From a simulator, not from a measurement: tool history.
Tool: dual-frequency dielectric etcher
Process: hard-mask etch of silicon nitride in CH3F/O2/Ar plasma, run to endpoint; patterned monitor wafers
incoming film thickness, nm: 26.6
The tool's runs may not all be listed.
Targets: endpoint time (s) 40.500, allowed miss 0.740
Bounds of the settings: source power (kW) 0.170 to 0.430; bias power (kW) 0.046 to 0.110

run,hour,source power (kW),bias power (kW),endpoint time (s)
1,0.0,0.300,0.078,43.430
2,2.1,0.280,0.078,44.572
3,3.7,0.280,0.067,46.262
4,12.1,0.280,0.076,44.839
5,17.9,0.280,0.068,46.065
6,24.0,0.280,0.062,47.320
7,27.2,0.300,0.063,46.593
8,29.9,0.320,0.065,45.311
9,30.7,0.330,0.067,44.337
10,35.2,0.340,0.068,43.775
11,44.0,0.350,0.069,43.286

Which of these 4 next moves meets every target?
A,52.8,0.430,0.070,?
B,52.8,0.430,0.089,?
C,52.8,0.330,0.051,?
D,52.8,0.330,0.055,?

move,endpoint time (s)
A,40.982
B,38.269
C,47.899
D,47.012
A: meets every target
B: takes the result that was furthest off past its target
C: further off than the last run
D: further off than the last run
Move A is the one to make.

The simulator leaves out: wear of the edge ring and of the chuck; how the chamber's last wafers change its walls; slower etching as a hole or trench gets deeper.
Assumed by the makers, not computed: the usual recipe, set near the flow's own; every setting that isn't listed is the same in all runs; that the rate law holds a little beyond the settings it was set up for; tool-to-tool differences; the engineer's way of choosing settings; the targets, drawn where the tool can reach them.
